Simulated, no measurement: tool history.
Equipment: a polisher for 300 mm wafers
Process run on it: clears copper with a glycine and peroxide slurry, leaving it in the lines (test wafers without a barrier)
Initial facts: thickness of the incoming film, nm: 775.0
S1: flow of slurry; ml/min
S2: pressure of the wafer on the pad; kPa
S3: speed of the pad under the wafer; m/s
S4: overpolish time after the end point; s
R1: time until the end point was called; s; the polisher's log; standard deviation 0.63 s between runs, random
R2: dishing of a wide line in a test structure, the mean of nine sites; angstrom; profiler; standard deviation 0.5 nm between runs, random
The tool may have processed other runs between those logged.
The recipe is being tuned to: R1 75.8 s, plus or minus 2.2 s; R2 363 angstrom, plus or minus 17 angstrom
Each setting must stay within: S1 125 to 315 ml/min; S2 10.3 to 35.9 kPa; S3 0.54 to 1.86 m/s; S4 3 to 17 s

{"run": 1, "day": 0.0, "S1": 205, "S2": 22.8, "S3": 1.18, "S4": 9, "R1": 104.63, "R2": 448.08}
{"run": 2, "day": 0.196, "S1": 205, "S2": 27.6, "S3": 1.18, "S4": 9, "R1": 89.025, "R2": 520.25}
{"run": 3, "day": 0.542, "S1": 215, "S2": 29, "S3": 1.18, "S4": 7, "R1": 85.392, "R2": 432.67}
{"run": 4, "day": 0.846, "S1": 215, "S2": 29, "S3": 1.34, "S4": 7, "R1": 78.308, "R2": 488.88}
{"run": 5, "day": 1.158, "S1": 220, "S2": 29.6, "S3": 1.32, "S4": 6, "R1": 77.11, "R2": 426.05}
{"run": 6, "day": 1.504, "S1": 170, "S2": 29.6, "S3": 1.32, "S4": 6, "R1": 78.345, "R2": 416.58}
{"run": 7, "day": 1.779, "S1": 170, "S2": 29.6, "S3": 1.32, "S4": 6, "R1": 79.021, "R2": 415.04}
{"run": 8, "day": 2.05, "S1": 170, "S2": 30.3, "S3": 1.32, "S4": 6, "R1": 77.127, "R2": 425.63}

Pick the move, out of 5, that brings all results within their allowed miss; only one does.
{"run": "A", "day": 2.321, "S1": 150, "S2": 29, "S3": 1.42, "S4": 5, "R1": "?", "R2": "?"}
{"run": "B", "day": 2.321, "S1": 170, "S2": 29, "S3": 1.36, "S4": 6, "R1": "?", "R2": "?"}
{"run": "C", "day": 2.321, "S1": 215, "S2": 31.7, "S3": 1.22, "S4": 7, "R1": "?", "R2": "?"}
{"run": "D", "day": 2.321, "S1": 135, "S2": 25.5, "S3": 1.56, "S4": 5, "R1": "?", "R2": "?"}
{"run": "E", "day": 2.321, "S1": 155, "S2": 33.1, "S3": 1.3, "S4": 7, "R1": "?", "R2": "?"}

move=A R1=75.622 R2=358.98
move=B R1=77.373 R2=412.81
move=C R1=76.387 R2=478.08
move=D R1=78.979 R2=343.99
move=E R1=72.118 R2=502.14
A: each result inside its tolerance
B: an improvement on the last run, though not all results are within tolerance
C: further off than the last run
D: carries the result that was furthest off beyond its target, to the other side
E: further off than the last run
The right move is A.
